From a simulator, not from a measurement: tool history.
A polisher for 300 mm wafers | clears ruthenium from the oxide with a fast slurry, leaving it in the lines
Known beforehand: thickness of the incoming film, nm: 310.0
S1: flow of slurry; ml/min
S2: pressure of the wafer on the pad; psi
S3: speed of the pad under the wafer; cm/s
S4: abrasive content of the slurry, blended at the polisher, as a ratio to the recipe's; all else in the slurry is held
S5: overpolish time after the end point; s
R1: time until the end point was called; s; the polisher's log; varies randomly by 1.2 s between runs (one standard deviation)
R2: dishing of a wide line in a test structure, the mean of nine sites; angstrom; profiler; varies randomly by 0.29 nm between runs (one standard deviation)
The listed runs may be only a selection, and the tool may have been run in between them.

| run | day | S1 | S2 | S3 | S4 | S5 | R1 | R2 |
|---|---|---|---|---|---|---|---|---|
| 1 | 0 | 185 | 3.3 | 100 | 1 | 12 | 53.356 | 487.81 |
| 2 | 0.188 | 185 | 3.3 | 112 | 1 | 12 | 48.032 | 548.69 |
| 3 | 0.254 | 140 | 3.3 | 112 | 1 | 12 | 48.674 | 523.68 |
| 4 | 0.454 | 140 | 3.3 | 112 | 0.85 | 12 | 53.211 | 499.44 |
| 5 | 0.629 | 135 | 3.1 | 108 | 0.9 | 11 | 56.883 | 421.91 |
| 6 | 0.796 | 135 | 3.1 | 86 | 0.9 | 11 | 72.615 | 346.77 |
| 7 | 1.038 | 130 | 3 | 86 | 0.9 | 10 | 73.199 | 306.27 |

For run 8, what comes out?
| 8 | 1.354 | 130 | 2.9 | 86 | 0.9 | 9 | ? | ? |

R1: 74.067 s
R2: 281.62 angstrom

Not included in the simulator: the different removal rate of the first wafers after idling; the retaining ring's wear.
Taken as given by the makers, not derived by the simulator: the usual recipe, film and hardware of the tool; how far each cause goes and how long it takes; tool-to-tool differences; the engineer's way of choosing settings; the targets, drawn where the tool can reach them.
